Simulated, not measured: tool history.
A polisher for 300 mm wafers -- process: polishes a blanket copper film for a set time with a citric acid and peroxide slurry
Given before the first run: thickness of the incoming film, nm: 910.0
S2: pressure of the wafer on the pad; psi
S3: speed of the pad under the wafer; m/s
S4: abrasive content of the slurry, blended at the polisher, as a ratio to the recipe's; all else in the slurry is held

{"run": 1, "hour": 0.0, "flow of slurry (ml/min)": 260, "S2": 3.3, "S3": 1.24, "S4": 1, "polishing time (s)": 84, "film removed (nm)": 244.22}
{"run": 2, "hour": 5.6, "flow of slurry (ml/min)": 320, "S2": 3.3, "S3": 1.24, "S4": 1, "polishing time (s)": 84, "film removed (nm)": 250.49}
{"run": 3, "hour": 8.9, "flow of slurry (ml/min)": 320, "S2": 3.3, "S3": 1.24, "S4": 0.8, "polishing time (s)": 84, "film removed (nm)": 244.2}
{"run": 4, "hour": 12.2, "flow of slurry (ml/min)": 265, "S2": 3.3, "S3": 1.24, "S4": 0.8, "polishing time (s)": 84, "film removed (nm)": 238.04}
{"run": 5, "hour": 21.1, "flow of slurry (ml/min)": 290, "S2": 3.3, "S3": 1.24, "S4": 0.8, "polishing time (s)": 84, "film removed (nm)": 243.47}
{"run": 6, "hour": 29.1, "flow of slurry (ml/min)": 290, "S2": 3.3, "S3": 1.36, "S4": 0.8, "polishing time (s)": 84, "film removed (nm)": 252.11}

What does the tool deliver on the next run?
{"run": 7, "hour": 32.8, "flow of slurry (ml/min)": 295, "S2": 4.3, "S3": 1.4, "S4": 0.8, "polishing time (s)": 84, "film removed (nm)": "?"}

{"run 7": {"film removed (nm)": 332.44}}
